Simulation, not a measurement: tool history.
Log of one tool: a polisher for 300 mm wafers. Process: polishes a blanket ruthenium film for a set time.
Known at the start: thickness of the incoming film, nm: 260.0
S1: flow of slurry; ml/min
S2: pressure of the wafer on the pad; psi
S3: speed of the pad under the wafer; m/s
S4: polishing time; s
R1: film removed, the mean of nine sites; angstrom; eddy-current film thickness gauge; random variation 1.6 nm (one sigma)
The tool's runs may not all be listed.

run,hour,S1,S2,S3,S4,R1
1,0.0,185,2.4,1.18,83,1550.3
2,0.8,185,2.3,1.18,83,1499.7
3,7.7,185,2.3,1.18,87,1593.9
4,10.3,225,2.3,1.18,87,1666.9
5,14.0,225,2.3,1.18,87,1627.1
6,19.4,225,2.3,1.30,87,1787.1
7,24.8,225,2.1,1.30,87,1662.2
8,26.8,225,2.0,1.30,87,1601.3

Forecast run 9:
9,30.6,225,1.9,1.30,87,?

{"run 9": {"R1": 1553.5}}
